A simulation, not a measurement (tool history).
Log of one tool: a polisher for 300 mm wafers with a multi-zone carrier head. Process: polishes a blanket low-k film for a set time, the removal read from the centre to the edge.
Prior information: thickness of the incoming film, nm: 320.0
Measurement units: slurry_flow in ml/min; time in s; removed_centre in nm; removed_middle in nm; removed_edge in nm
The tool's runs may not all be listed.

run	day	slurry_flow	centre_zone	middle_zone	edge_zone	slurry_solids	time	removed_centre	removed_middle	removed_edge
1	0.000	160	1.00	1.00	1.00	1.00	33	10.523	10.601	10.840
2	0.050	170	1.02	1.00	1.02	1.00	33	10.830	10.597	10.992
3	0.400	205	1.02	1.00	1.02	1.00	33	11.350	11.164	10.915
4	0.762	205	1.02	1.08	1.02	1.00	33	11.381	11.816	10.966
5	1.050	205	1.02	1.08	1.02	0.85	33	10.660	11.017	10.260
6	1.338	205	1.02	1.16	1.02	0.85	33	10.335	11.560	10.283
7	1.462	200	1.04	1.14	1.05	0.90	33	11.022	11.715	10.556
8	1.492	190	1.05	1.11	1.07	0.95	33	11.470	11.673	11.047

Predict the results of run 9:
9	1.792	190	1.05	1.11	1.07	0.95	33	?	?	?

{"run 9": {"removed_centre": 11.093, "removed_middle": 11.723, "removed_edge": 10.876}}

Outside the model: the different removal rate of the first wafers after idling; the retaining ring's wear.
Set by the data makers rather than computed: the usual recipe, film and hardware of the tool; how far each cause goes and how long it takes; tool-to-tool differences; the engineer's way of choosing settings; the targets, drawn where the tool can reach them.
